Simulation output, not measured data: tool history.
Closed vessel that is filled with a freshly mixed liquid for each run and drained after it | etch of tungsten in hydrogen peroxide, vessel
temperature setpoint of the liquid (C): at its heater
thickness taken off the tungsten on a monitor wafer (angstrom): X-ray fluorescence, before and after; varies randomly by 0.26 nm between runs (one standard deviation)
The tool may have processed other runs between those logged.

| run | day | temperature setpoint of the liquid (C) | concentration of hydrogen peroxide in the mixed liquid (% by weight) | time in the liquid (s) | thickness taken off the tungsten on a monitor wafer (angstrom) |
|---|---|---|---|---|---|
| 1 | 0 | 46 | 17.5 | 100 | 599.65 |
| 2 | 0.183 | 46 | 14 | 100 | 540.75 |
| 3 | 0.321 | 45 | 14 | 100 | 505.04 |
| 4 | 0.692 | 44 | 14 | 100 | 476.28 |
| 5 | 0.821 | 43.5 | 14 | 100 | 453.04 |
| 6 | 1.062 | 43 | 14 | 100 | 444.35 |
| 7 | 1.375 | 42.5 | 14 | 100 | 429.4 |

Run 8 is up next; what results do you expect?
| 8 | 1.529 | 42 | 14 | 100 | ? |

{"run 8": {"thickness taken off the tungsten on a monitor wafer (angstrom)": 417.93}}
